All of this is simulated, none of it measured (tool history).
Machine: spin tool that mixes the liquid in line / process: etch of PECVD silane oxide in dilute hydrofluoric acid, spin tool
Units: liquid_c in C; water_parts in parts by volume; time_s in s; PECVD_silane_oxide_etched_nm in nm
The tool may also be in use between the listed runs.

| run | day | liquid_c | water_parts | time_s | PECVD_silane_oxide_etched_nm |
|---|---|---|---|---|---|
| 1 | 0.000 | 25.0 | 50 | 45 | 51.207 |
| 2 | 0.117 | 27.5 | 50 | 45 | 55.560 |
| 3 | 0.175 | 27.5 | 50 | 50 | 63.036 |
| 4 | 0.475 | 27.5 | 50 | 50 | 62.748 |
| 5 | 0.838 | 29.5 | 40 | 50 | 86.116 |
| 6 | 1.179 | 30.5 | 35 | 50 | 102.820 |

Run 7 is up next; what results do you expect?
| 7 | 1.408 | 33.0 | 20 | 50 | ? |

PECVD_silane_oxide_etched_nm: 203.660 nm

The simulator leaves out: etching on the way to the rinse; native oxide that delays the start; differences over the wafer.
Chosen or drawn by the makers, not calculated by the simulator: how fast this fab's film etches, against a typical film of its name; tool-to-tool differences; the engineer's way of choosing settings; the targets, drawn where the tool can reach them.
